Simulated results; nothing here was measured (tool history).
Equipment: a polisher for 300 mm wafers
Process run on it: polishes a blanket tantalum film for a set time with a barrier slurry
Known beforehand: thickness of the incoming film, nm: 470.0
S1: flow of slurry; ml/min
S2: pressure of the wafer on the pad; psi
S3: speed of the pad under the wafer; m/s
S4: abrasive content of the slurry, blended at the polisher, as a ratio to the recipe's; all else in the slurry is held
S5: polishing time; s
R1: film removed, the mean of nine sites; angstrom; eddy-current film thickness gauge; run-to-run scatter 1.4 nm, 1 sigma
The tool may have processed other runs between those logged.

{"run": 1, "hour": 0.0, "S1": 135, "S2": 2.4, "S3": 1.26, "S4": 1.0, "S5": 40, "R1": 1022.0}
{"run": 2, "hour": 6.3, "S1": 135, "S2": 2.4, "S3": 1.4, "S4": 1.0, "S5": 40, "R1": 1116.1}
{"run": 3, "hour": 11.3, "S1": 160, "S2": 2.4, "S3": 1.4, "S4": 1.0, "S5": 40, "R1": 1176.3}
{"run": 4, "hour": 13.5, "S1": 160, "S2": 1.8, "S3": 1.4, "S4": 1.0, "S5": 40, "R1": 872.17}
{"run": 5, "hour": 17.7, "S1": 160, "S2": 1.9, "S3": 1.4, "S4": 1.0, "S5": 40, "R1": 920.07}
{"run": 6, "hour": 20.4, "S1": 160, "S2": 2.0, "S3": 1.4, "S4": 1.0, "S5": 40, "R1": 963.49}
{"run": 7, "hour": 24.2, "S1": 160, "S2": 2.1, "S3": 1.4, "S4": 1.0, "S5": 40, "R1": 1024.2}
{"run": 8, "hour": 27.1, "S1": 165, "S2": 2.2, "S3": 1.4, "S4": 1.0, "S5": 40, "R1": 1072.4}

Run 9 is up next; what results do you expect?
{"run": 9, "hour": 30.0, "S1": 180, "S2": 2.8, "S3": 1.42, "S4": 1.0, "S5": 40, "R1": "?"}

{"run 9": {"R1": 1396.4}}
